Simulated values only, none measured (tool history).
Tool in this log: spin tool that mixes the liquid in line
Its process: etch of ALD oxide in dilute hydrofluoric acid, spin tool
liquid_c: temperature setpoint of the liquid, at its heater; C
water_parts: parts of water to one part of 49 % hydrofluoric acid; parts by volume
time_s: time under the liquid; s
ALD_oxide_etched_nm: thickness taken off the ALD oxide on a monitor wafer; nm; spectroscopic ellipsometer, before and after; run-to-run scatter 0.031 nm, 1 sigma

| run | hour | liquid_c | water_parts | time_s | ALD_oxide_etched_nm |
|---|---|---|---|---|---|
| 1 | 0.0 | 20.0 | 180 | 40 | 2.8630 |
| 2 | 7.1 | 17.5 | 180 | 40 | 2.5761 |
| 3 | 15.7 | 21.0 | 165 | 40 | 3.3030 |
| 4 | 16.4 | 21.0 | 165 | 30 | 2.4567 |
| 5 | 19.6 | 21.0 | 165 | 30 | 2.4497 |
| 6 | 21.8 | 23.0 | 130 | 30 | 3.4783 |
| 7 | 24.8 | 27.0 | 95 | 30 | 5.8305 |

The next listed run, before its measurement:
| 8 | 26.7 | 25.5 | 95 | 30 | ? |

ALD_oxide_etched_nm: 5.5074 nm
